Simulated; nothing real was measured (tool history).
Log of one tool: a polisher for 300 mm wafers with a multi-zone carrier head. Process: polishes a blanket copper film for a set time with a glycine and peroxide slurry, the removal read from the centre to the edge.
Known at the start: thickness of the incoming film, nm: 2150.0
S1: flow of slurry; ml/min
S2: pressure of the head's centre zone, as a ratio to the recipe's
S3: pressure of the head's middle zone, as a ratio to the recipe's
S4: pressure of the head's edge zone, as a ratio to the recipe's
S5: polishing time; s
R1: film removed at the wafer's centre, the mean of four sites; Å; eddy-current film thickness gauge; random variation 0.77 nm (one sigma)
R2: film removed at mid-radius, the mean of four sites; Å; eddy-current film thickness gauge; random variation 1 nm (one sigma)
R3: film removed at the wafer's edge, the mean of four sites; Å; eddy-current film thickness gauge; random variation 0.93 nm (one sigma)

run	day	S1	S2	S3	S4	S5	R1	R2	R3
1	0	185	1	1	1	34	1362.3	1391.2	1364.4
2	0.167	230	1	1	1	34	1406.2	1378.1	1396.7
3	0.421	205	0.95	0.98	0.95	29	1126.2	1180.1	1182.2
4	0.533	205	0.86	0.98	0.95	29	1038.2	1163.3	1127.5
5	0.8	205	0.86	1.03	0.95	29	1034.1	1237.6	1128.3
6	0.842	205	0.86	1.09	0.95	29	1046.3	1279.8	1181.8
7	1.125	190	0.85	1.04	0.93	25	881.08	1021	964.5
8	1.229	140	0.81	1.02	0.93	16	514.16	616.25	585.46
9	1.558	155	0.82	1.02	0.94	16	506.15	623.43	602.29
10	1.904	175	0.84	1.03	0.93	16	552.42	664.98	621.93
11	2.138	185	0.85	1.03	0.94	16	552.01	665.35	623.29

Predict the results of run 12:
12	2.392	185	0.9	1.04	0.99	19	?	?	?

Logged for run 12: R1 709.34 Å, R2 806.42 Å, R3 778.98 Å.

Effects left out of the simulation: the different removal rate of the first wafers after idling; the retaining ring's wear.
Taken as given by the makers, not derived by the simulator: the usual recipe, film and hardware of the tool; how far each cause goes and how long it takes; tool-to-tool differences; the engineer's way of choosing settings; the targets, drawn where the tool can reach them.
